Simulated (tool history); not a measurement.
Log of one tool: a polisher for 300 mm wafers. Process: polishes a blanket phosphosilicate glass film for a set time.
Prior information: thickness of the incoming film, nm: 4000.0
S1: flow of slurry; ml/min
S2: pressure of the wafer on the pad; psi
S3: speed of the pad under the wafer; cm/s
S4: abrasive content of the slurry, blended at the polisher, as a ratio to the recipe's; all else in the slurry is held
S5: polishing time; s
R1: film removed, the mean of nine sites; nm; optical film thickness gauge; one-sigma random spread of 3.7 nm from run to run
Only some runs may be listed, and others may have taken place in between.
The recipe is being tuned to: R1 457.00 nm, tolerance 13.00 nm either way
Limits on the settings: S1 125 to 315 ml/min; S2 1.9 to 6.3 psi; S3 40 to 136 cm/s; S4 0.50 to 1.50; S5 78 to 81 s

| run | day | S1 | S2 | S3 | S4 | S5 | R1 |
|---|---|---|---|---|---|---|---|
| 1 | 0.000 | 205 | 4.1 | 88 | 1.00 | 78 | 769.53 |
| 2 | 0.283 | 205 | 4.1 | 88 | 1.00 | 78 | 775.51 |
| 3 | 0.342 | 205 | 4.1 | 88 | 0.85 | 78 | 709.30 |
| 4 | 0.425 | 205 | 4.5 | 88 | 0.85 | 78 | 777.06 |
| 5 | 0.729 | 200 | 4.0 | 88 | 0.85 | 78 | 695.52 |
| 6 | 0.962 | 235 | 4.0 | 88 | 0.85 | 78 | 711.21 |
| 7 | 1.121 | 215 | 2.9 | 86 | 0.85 | 78 | 534.62 |
| 8 | 1.321 | 210 | 2.8 | 86 | 0.85 | 78 | 532.60 |
| 9 | 1.654 | 210 | 2.0 | 86 | 0.85 | 78 | 414.94 |
| 10 | 1.925 | 215 | 2.1 | 86 | 0.85 | 78 | 429.78 |

Of the 5 settings listed for the next run, only one would bring every result within its allowed miss of target. Which one?
| A | 2.196 | 180 | 2.2 | 84 | 0.80 | 79 | ? |
| B | 2.196 | 290 | 2.0 | 74 | 1.05 | 79 | ? |
| C | 2.196 | 250 | 2.3 | 84 | 0.85 | 78 | ? |
| D | 2.196 | 240 | 2.1 | 98 | 0.75 | 81 | ? |
| E | 2.196 | 290 | 2.0 | 84 | 0.75 | 81 | ? |

| move | R1 |
|---|---|
| A | 426.12 |
| B | 422.95 |
| C | 459.03 |
| D | 478.38 |
| E | 416.08 |
A: moves away from the targets compared with the last run
B: moves away from the targets compared with the last run
C: all results land within tolerance of their targets
D: the result that was furthest off in the last run now lies on the other side of its target
E: moves away from the targets compared with the last run
C meets every target.
